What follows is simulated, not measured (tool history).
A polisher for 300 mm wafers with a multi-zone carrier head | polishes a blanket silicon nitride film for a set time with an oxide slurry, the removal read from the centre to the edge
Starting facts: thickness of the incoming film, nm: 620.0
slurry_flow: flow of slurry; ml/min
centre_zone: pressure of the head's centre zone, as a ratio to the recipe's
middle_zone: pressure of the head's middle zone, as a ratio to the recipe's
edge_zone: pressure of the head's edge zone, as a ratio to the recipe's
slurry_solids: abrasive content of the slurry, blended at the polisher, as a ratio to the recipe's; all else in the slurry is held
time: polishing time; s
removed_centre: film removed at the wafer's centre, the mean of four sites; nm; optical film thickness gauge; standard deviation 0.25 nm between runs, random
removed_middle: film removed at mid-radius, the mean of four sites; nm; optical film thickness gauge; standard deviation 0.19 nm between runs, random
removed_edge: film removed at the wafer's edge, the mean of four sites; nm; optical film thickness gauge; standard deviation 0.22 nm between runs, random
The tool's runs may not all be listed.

run  hour  slurry_flow  centre_zone  middle_zone  edge_zone  slurry_solids  time  removed_centre  removed_middle  removed_edge
  1   0.0          260         1.00         1.00       1.00           1.00    42          36.928          37.748        37.392
  2   1.2          255         0.99         0.96       0.96           0.85    39          30.179          30.268        30.084
  3   9.3          245         0.97         0.92       0.92           0.75    39          27.354          26.233        26.660
  4  10.8          245         0.97         0.92       0.92           0.75    31          21.526          21.051        21.622
  5  18.4          245         0.97         0.92       0.96           0.75    31          20.993          20.744        21.537
  6  25.6          245         0.97         0.92       0.96           0.55    31          15.297          15.088        15.742
  7  28.0          245         0.95         0.91       0.92           0.60    31          16.523          16.462        17.110
  8  33.9          300         0.93         0.87       0.82           0.85    31          22.633          22.844        22.834
  9  41.4          295         0.93         0.86       0.82           0.85    31          22.986          22.975        22.479
 10  43.4          290         0.91         0.81       0.85           0.80    31          21.396          20.688        22.152
 11  44.4          300         0.92         0.82       0.85           0.80    31          22.206          20.512        22.728

Run 12 is up next; what results do you expect?
 12  50.0          300         0.93         0.83       0.84           0.80    31               ?               ?             ?

removed_centre: 22.052 nm
removed_middle: 21.247 nm
removed_edge: 22.285 nm
